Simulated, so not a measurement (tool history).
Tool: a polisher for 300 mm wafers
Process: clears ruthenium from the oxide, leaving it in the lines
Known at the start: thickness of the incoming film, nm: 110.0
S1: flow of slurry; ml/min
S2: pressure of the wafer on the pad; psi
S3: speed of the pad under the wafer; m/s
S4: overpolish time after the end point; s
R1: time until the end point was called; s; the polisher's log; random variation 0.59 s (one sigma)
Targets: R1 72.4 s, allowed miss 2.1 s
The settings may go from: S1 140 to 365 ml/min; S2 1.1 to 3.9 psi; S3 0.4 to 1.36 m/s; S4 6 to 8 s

run 1 hour=0 | S1=235 S2=2.5 S3=0.88 S4=8 | R1=83.956
run 2 hour=1.4 | S1=235 S2=2.5 S3=0.88 S4=6 | R1=85.872
run 3 hour=7.4 | S1=235 S2=2.5 S3=0.7 S4=6 | R1=101.85
run 4 hour=8.5 | S1=235 S2=2.6 S3=0.7 S4=6 | R1=98.727
run 5 hour=10.3 | S1=235 S2=2.7 S3=0.7 S4=6 | R1=95.69
run 6 hour=12.8 | S1=235 S2=2.2 S3=0.7 S4=6 | R1=116.14
run 7 hour=18.7 | S1=235 S2=2.4 S3=0.7 S4=6 | R1=105.31
run 8 hour=22.2 | S1=235 S2=2.5 S3=0.7 S4=6 | R1=101.01
run 9 hour=29.8 | S1=235 S2=2.6 S3=0.7 S4=6 | R1=97.42
run 10 hour=33.6 | S1=235 S2=2.6 S3=0.7 S4=6 | R1=96.935
run 11 hour=37.7 | S1=235 S2=2.7 S3=0.7 S4=6 | R1=93.832
run 12 hour=39 | S1=235 S2=2.8 S3=0.7 S4=6 | R1=90.729
run 13 hour=44.8 | S1=235 S2=2.9 S3=0.7 S4=6 | R1=87.375
run 14 hour=52.9 | S1=235 S2=3 S3=0.7 S4=6 | R1=84.36
run 15 hour=62 | S1=235 S2=3.1 S3=0.7 S4=6 | R1=82.793
run 16 hour=65.7 | S1=240 S2=3.3 S3=0.7 S4=6 | R1=77.67

Which of these 5 next moves meets every target?
run A hour=69.4 | S1=220 S2=3.5 S3=0.66 S4=6 | R1=?
run B hour=69.4 | S1=240 S2=3.6 S3=0.54 S4=6 | R1=?
run C hour=69.4 | S1=185 S2=3 S3=0.9 S4=6 | R1=?
run D hour=69.4 | S1=270 S2=3.3 S3=0.84 S4=6 | R1=?
run E hour=69.4 | S1=245 S2=3.4 S3=0.58 S4=6 | R1=?

move=A R1=76.009
move=B R1=83.987
move=C R1=71.835
move=D R1=66.173
move=E R1=84.507
A: nearer than the last run, and not there yet
B: further off than the last run
C: meets every target
D: takes the result that was furthest off past its target
E: further off than the last run
Move C is the one to make.

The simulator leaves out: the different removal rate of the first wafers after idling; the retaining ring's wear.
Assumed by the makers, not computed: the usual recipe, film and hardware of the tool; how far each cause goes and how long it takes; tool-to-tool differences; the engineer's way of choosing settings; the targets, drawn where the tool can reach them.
